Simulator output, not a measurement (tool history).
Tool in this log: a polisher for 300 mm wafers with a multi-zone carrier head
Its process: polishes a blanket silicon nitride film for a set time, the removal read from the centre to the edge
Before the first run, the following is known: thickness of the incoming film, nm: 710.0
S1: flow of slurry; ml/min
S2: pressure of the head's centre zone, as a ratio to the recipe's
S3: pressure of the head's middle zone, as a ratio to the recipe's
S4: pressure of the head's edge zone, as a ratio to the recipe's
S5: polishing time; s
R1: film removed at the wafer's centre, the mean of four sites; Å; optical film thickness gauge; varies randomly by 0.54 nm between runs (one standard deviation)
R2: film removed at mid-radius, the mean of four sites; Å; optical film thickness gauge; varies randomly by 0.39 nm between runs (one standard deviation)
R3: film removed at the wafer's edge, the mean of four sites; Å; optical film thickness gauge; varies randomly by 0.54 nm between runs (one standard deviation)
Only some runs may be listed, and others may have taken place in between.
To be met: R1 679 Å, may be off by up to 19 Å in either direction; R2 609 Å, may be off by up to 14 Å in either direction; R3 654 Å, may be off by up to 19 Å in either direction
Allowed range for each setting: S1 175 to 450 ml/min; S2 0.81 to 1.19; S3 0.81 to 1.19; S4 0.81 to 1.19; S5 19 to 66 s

| run | hour | S1 | S2 | S3 | S4 | S5 | R1 | R2 | R3 |
|---|---|---|---|---|---|---|---|---|---|
| 1 | 0 | 290 | 1 | 1 | 1 | 42 | 881.32 | 901.92 | 898.5 |
| 2 | 2.3 | 280 | 1 | 0.95 | 0.96 | 39 | 819.59 | 806.01 | 822.05 |
| 3 | 8.1 | 275 | 1 | 0.91 | 0.93 | 37 | 783.62 | 738.93 | 764.56 |
| 4 | 12.5 | 275 | 1 | 0.99 | 0.93 | 37 | 787.98 | 779.75 | 766.43 |
| 5 | 14.6 | 230 | 1 | 0.99 | 0.93 | 37 | 762.21 | 777.25 | 759.8 |
| 6 | 20.9 | 235 | 1 | 0.94 | 0.91 | 36 | 749.12 | 723.81 | 725.71 |
| 7 | 22.1 | 205 | 0.94 | 0.84 | 0.84 | 34 | 644.19 | 627.1 | 665.95 |
| 8 | 25.6 | 210 | 0.95 | 0.83 | 0.84 | 34 | 668.84 | 631.09 | 663.27 |

Which of these 4 next moves meets every target?
| A | 29.1 | 205 | 0.92 | 0.83 | 0.81 | 36 | ? | ? | ? |
| B | 29.1 | 255 | 0.97 | 0.81 | 0.84 | 33 | ? | ? | ? |
| C | 29.1 | 200 | 0.96 | 0.89 | 0.83 | 34 | ? | ? | ? |
| D | 29.1 | 260 | 0.96 | 0.87 | 0.83 | 34 | ? | ? | ? |

| move | R1 | R2 | R3 |
|---|---|---|---|
| A | 686.31 | 661 | 688.15 |
| B | 677.98 | 608.17 | 649.75 |
| C | 675.09 | 651.41 | 654.74 |
| D | 692.75 | 657.08 | 666.6 |
A: lands further from the targets than the last run did
B: each result inside its tolerance
C: lands further from the targets than the last run did
D: lands further from the targets than the last run did
The move that meets every target is B.
